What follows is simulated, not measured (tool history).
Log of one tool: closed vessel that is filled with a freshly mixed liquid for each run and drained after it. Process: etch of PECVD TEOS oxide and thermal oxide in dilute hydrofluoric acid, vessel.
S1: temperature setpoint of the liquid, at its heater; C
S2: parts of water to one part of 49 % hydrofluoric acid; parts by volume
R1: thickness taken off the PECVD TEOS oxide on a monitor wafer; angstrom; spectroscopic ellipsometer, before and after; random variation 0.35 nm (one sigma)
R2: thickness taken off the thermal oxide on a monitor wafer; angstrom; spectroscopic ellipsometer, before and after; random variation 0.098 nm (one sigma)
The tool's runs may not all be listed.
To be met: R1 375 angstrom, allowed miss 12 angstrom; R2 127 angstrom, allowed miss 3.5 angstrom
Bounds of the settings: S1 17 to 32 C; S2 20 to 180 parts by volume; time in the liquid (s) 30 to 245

run 1 hour=0 | S1=24 S2=100 time_in_the_liquid_(s)=125 | R1=156.69 R2=53.881
run 2 hour=6.1 | S1=26.5 S2=85 time_in_the_liquid_(s)=125 | R1=206.86 R2=70.823
run 3 hour=9.4 | S1=28 S2=75 time_in_the_liquid_(s)=125 | R1=254.72 R2=86.877
run 4 hour=18.3 | S1=28 S2=100 time_in_the_liquid_(s)=125 | R1=186.14 R2=63.051
run 5 hour=22.5 | S1=28 S2=135 time_in_the_liquid_(s)=125 | R1=131.23 R2=44.406
run 6 hour=27.5 | S1=29 S2=110 time_in_the_liquid_(s)=125 | R1=171.29 R2=59.377
run 7 hour=30.1 | S1=29.5 S2=90 time_in_the_liquid_(s)=125 | R1=219.27 R2=73.547
run 8 hour=35.7 | S1=31 S2=50 time_in_the_liquid_(s)=135 | R1=487.34 R2=162.65
run 9 hour=39 | S1=29.5 S2=50 time_in_the_liquid_(s)=135 | R1=453.12 R2=152.34
run 10 hour=43.8 | S1=28.5 S2=50 time_in_the_liquid_(s)=135 | R1=431.91 R2=148.12
run 11 hour=51.9 | S1=28 S2=50 time_in_the_liquid_(s)=135 | R1=422.41 R2=146.14
run 12 hour=57.4 | S1=27.5 S2=50 time_in_the_liquid_(s)=135 | R1=421.32 R2=143.63
run 13 hour=59.9 | S1=26.5 S2=50 time_in_the_liquid_(s)=135 | R1=400.96 R2=136.64
run 14 hour=65.3 | S1=26 S2=50 time_in_the_liquid_(s)=135 | R1=394.3 R2=134.46

Which of these 4 next moves meets every target?
run A hour=70.7 | S1=28 S2=50 time_in_the_liquid_(s)=130 | R1=? R2=?
run B hour=70.7 | S1=17 S2=60 time_in_the_liquid_(s)=245 | R1=? R2=?
run C hour=70.7 | S1=17 S2=55 time_in_the_liquid_(s)=230 | R1=? R2=?
run D hour=70.7 | S1=30 S2=40 time_in_the_liquid_(s)=85 | R1=? R2=?

move=A R1=414.85 R2=140.82
move=B R1=407.5 R2=138.32
move=C R1=419.64 R2=142.44
move=D R1=372.7 R2=126.51
A: further off than the last run
B: further off than the last run
C: further off than the last run
D: meets every target
The right move is D.
